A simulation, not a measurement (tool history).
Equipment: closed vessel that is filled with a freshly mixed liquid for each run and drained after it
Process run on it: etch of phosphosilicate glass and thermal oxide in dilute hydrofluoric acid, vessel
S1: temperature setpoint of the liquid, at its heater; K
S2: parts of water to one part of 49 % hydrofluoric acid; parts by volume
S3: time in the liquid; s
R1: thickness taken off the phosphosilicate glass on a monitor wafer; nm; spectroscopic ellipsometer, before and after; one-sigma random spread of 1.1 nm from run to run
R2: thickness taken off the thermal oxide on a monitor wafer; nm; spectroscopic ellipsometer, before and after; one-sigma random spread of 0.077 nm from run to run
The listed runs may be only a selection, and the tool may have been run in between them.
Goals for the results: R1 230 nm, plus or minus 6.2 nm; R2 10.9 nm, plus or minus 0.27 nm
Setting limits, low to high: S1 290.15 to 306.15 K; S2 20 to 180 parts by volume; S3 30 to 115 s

run,hour,S1,S2,S3,R1,R2
1,0,298.15,100,60,59.728,2.84
2,6.8,298.15,100,50,49.826,2.4006
3,8,298.15,135,50,35.461,1.6873
4,14.6,300.65,95,60,70.043,3.3145
5,16.6,302.15,70,65,113.44,5.3574
6,25.9,302.15,105,65,71.301,3.4184
7,30.4,303.65,75,65,109.74,5.266
8,32.9,304.15,55,65,158.9,7.5081
9,37.6,304.65,50,65,181.01,8.5446
10,46.2,305.15,45,65,203.27,9.6557
11,49.8,305.65,45,65,207.87,10.075

Exactly one of the 4 candidate moves below puts every result within its allowed miss. Which one?
A,53.4,299.65,40,75,?,?
B,53.4,302.65,45,75,?,?
C,53.4,301.65,45,80,?,?
D,53.4,305.15,40,65,?,?

move,R1,R2
A,215.83,10.26
B,214.81,10.211
C,220.2,10.468
D,232.9,11.071
A: nearer than the last run, and not there yet
B: nearer than the last run, and not there yet
C: nearer than the last run, and not there yet
D: meets every target
Correct choice: D, which meets every target

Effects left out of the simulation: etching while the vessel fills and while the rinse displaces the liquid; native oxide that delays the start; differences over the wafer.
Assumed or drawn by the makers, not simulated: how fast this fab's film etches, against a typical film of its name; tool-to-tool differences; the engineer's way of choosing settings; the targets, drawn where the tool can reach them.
